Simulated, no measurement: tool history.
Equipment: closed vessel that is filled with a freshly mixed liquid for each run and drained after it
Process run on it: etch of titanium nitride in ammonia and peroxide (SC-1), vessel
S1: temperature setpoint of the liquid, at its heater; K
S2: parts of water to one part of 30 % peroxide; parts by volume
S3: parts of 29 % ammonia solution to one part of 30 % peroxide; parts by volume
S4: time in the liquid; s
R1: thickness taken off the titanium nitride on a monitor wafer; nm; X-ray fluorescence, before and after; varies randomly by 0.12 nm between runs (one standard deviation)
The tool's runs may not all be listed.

run	hour	S1	S2	S3	S4	R1
1	0	322.15	17.5	0.6	855	33.057
2	6.8	325.65	17.5	0.6	855	42.576
3	11.7	325.15	17.5	0.6	855	40.944
4	17.5	324.65	17.5	0.6	855	39.129
5	23.6	324.15	17.5	0.6	855	38.145
6	25.9	324.15	12.5	0.6	855	45.557
7	29.8	323.65	12.5	0.6	855	44.091
8	34.8	323.15	12.5	0.6	855	42.704
9	39.2	322.65	12.5	0.6	855	41.176

The next listed run, before its measurement:
10	40.6	322.15	12.5	0.6	855	?

Logged for run 10: R1 39.965 nm.
